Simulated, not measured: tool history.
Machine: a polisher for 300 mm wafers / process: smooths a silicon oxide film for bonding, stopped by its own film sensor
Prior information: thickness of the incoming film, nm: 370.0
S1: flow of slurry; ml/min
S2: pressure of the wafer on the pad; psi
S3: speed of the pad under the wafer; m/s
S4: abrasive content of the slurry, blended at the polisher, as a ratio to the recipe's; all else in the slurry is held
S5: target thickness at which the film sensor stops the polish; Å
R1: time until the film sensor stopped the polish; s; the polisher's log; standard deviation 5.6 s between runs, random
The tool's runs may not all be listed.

Run 1, day 0: S1 215 ml/min, S2 1.9 psi, S3 0.72 m/s, S4 1, S5 2830 Å. Result: R1 218.09 s.
Run 2, day 0.275: S1 215 ml/min, S2 1.7 psi, S3 0.72 m/s, S4 1, S5 2830 Å. Result: R1 232.24 s.
Run 3, day 0.521: S1 215 ml/min, S2 1.5 psi, S3 0.72 m/s, S4 1, S5 2830 Å. Result: R1 272.81 s.
Run 4, day 0.75: S1 215 ml/min, S2 1.7 psi, S3 0.72 m/s, S4 1, S5 2830 Å. Result: R1 234.86 s.
Run 5, day 0.979: S1 215 ml/min, S2 2.1 psi, S3 0.72 m/s, S4 1, S5 2830 Å. Result: R1 196.54 s.
Run 6, day 1.088: S1 215 ml/min, S2 2.1 psi, S3 0.72 m/s, S4 1.2, S5 2830 Å. Result: R1 182.58 s.

Estimate the outcome of run 7 from the log above:
Run 7, day 1.417: S1 215 ml/min, S2 1.5 psi, S3 0.58 m/s, S4 1.15, S5 2830 Å. Result: R1 ?.

{"run 7": {"R1": 293.46}}
